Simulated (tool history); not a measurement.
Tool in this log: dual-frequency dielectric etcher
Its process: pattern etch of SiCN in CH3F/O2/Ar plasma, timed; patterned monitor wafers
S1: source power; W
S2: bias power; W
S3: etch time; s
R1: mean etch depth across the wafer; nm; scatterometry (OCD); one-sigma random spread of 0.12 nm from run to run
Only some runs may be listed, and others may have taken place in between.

run,hour,S1,S2,S3,R1
1,0,470,78,132.5,58.84
2,8.5,470,71,132.5,56.571
3,9.1,440,71,132.5,54.543
4,16.4,440,79,132.5,57.168
5,22.7,440,79,132.5,56.877
6,25.6,440,79,132.5,56.933
7,33.3,420,79,132.5,55.515

Run 8 has not been measured yet. What should we expect?
8,41.4,400,79,132.5,?

R1: 54.177 nm
